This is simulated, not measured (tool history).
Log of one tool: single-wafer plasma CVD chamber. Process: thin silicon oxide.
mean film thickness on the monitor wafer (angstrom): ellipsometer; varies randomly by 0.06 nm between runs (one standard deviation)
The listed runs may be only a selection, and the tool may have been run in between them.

run,hour,heater temperature setpoint (°C),chamber pressure (Pa),RF power (kW),deposition time (s),mean film thickness on the monitor wafer (angstrom)
1,0.0,410,121.5,0.355,4.90,106.220
2,4.6,420,121.5,0.355,4.90,106.480
3,13.4,424,121.5,0.355,4.90,106.070
4,14.1,424,121.5,0.320,4.90,101.220
5,21.4,424,121.5,0.320,4.67,96.524
6,24.8,424,129.6,0.320,4.67,102.040
7,32.1,424,136.4,0.320,4.67,104.960

Run 8 has not been measured yet. What should we expect?
8,35.3,424,143.1,0.325,4.67,?

mean film thickness on the monitor wafer (angstrom): 108.410
